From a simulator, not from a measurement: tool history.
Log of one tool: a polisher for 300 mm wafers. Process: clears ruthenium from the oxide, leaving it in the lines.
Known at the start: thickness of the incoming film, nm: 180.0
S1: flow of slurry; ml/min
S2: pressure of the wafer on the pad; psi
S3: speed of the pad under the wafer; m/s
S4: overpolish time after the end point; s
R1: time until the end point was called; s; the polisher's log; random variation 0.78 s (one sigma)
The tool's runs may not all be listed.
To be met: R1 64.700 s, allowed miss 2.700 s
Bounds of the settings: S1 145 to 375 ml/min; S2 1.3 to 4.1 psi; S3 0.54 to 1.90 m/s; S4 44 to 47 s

run 1 hour=0.0 | S1=240 S2=2.7 S3=1.22 S4=44 | R1=90.632
run 2 hour=1.0 | S1=240 S2=2.9 S3=1.22 S4=44 | R1=86.201
run 3 hour=5.8 | S1=240 S2=2.9 S3=1.22 S4=47 | R1=84.486
run 4 hour=12.5 | S1=240 S2=2.3 S3=1.22 S4=47 | R1=106.560
run 5 hour=13.4 | S1=240 S2=2.3 S3=1.22 S4=44 | R1=107.620
run 6 hour=15.5 | S1=240 S2=2.6 S3=1.22 S4=44 | R1=94.659
run 7 hour=16.8 | S1=240 S2=2.8 S3=1.22 S4=44 | R1=88.232
-- hour=19.9 worn pad replaced by a new one
run 8 hour=19.9 | S1=240 S2=3.5 S3=1.26 S4=44 | R1=61.097

Which of these 5 next moves meets every target?
run A hour=23.0 | S1=275 S2=3.9 S3=1.14 S4=44 | R1=?
run B hour=23.0 | S1=250 S2=3.8 S3=1.24 S4=44 | R1=?
run C hour=23.0 | S1=245 S2=4.0 S3=1.06 S4=46 | R1=?
run D hour=23.0 | S1=245 S2=3.7 S3=1.22 S4=44 | R1=?
run E hour=23.0 | S1=265 S2=3.6 S3=1.26 S4=44 | R1=?

move=A R1=61.399
move=B R1=58.543
move=C R1=64.926
move=D R1=61.160
move=E R1=60.454
A: nearer than the last run, and not there yet
B: further off than the last run
C: meets every target
D: as far off as the last run
E: further off than the last run
Answer: C
